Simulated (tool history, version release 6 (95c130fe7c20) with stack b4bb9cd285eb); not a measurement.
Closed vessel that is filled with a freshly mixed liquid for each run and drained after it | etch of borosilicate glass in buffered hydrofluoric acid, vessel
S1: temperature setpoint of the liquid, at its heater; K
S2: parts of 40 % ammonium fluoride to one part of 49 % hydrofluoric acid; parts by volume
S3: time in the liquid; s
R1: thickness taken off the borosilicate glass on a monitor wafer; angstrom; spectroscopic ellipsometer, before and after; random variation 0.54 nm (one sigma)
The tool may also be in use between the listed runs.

run 1 hour=0.0 | S1=297.15 S2=7.5 S3=30 | R1=485.96
run 2 hour=6.3 | S1=297.15 S2=5.5 S3=30 | R1=664.70
run 3 hour=14.4 | S1=298.15 S2=5.5 S3=30 | R1=696.67
run 4 hour=21.6 | S1=298.65 S2=5.5 S3=30 | R1=710.76
run 5 hour=26.6 | S1=299.15 S2=5.5 S3=30 | R1=731.96
run 6 hour=30.1 | S1=299.15 S2=5.5 S3=30 | R1=732.44

The next listed run, before its measurement:
run 7 hour=31.4 | S1=299.65 S2=5.5 S3=30 | R1=?

Run 7 gave R1 754.79 angstrom.
